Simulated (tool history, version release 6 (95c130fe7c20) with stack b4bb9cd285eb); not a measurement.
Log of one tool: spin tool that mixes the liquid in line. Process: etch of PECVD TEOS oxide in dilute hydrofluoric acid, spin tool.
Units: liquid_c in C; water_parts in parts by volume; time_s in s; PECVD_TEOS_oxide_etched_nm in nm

run  hour  liquid_c  water_parts  time_s  PECVD_TEOS_oxide_etched_nm
  1   0.0      25.0           45      40                     12.7680
  2   5.4      25.0           35      40                     16.7630
  3   8.3      24.0           35      40                     16.0890
  4   8.9      23.0           35      40                     15.4100
  5  10.5      23.0           35      30                     11.5220
  6  19.5      20.5           35      30                     10.3200
  7  24.8      17.0           45      30                      6.8583
  8  29.9      18.0           45      30                      7.1828

Forecast run 9:
  9  31.7      18.5           45      30                           ?

Run 9 gave PECVD_TEOS_oxide_etched_nm 7.3654 nm.

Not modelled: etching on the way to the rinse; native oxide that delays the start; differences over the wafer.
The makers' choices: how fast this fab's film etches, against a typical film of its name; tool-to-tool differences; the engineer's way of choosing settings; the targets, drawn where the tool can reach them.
